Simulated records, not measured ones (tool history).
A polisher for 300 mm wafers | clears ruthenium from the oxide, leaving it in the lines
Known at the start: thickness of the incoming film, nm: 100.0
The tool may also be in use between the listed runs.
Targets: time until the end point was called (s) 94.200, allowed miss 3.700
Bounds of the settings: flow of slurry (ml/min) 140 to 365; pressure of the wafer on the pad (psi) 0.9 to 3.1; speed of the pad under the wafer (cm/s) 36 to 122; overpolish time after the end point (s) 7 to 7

run  hour  flow of slurry (ml/min)  pressure of the wafer on the pad (psi)  speed of the pad under the wafer (cm/s)  overpolish time after the end point (s)  time until the end point was called (s)
  1   0.0                      235                                     2.0                                       78                                        7                                  110.380
  2   1.8                      200                                     2.0                                       78                                        7                                  112.200
  3   8.3                      200                                     2.0                                       66                                        7                                  128.710
  4  15.2                      200                                     1.6                                       66                                        7                                  158.360
  5  16.5                      145                                     1.6                                       66                                        7                                  168.390
  6  22.2                      145                                     1.6                                       66                                        7                                  163.790
  7  25.5                      145                                     1.7                                       66                                        7                                  157.360
  8  33.1                      150                                     1.8                                       66                                        7                                  151.930
  9  40.8                      150                                     2.4                                       68                                        7                                  113.620

Which of these 4 next moves meets every target?
  A  48.5                      225                                     2.4                                       60                                        7                                        ?
  B  48.5                      145                                     2.7                                       74                                        7                                        ?
  C  48.5                      185                                     3.0                                       74                                        7                                        ?
  D  48.5                      170                                     2.5                                       88                                        7                                        ?

move  time until the end point was called (s)
   A                                  122.930
   B                                   96.152
   C                                   84.536
   D                                   84.856
A: further off than the last run
B: meets every target
C: takes the result that was furthest off past its target
D: takes the result that was furthest off past its target
Answer: B

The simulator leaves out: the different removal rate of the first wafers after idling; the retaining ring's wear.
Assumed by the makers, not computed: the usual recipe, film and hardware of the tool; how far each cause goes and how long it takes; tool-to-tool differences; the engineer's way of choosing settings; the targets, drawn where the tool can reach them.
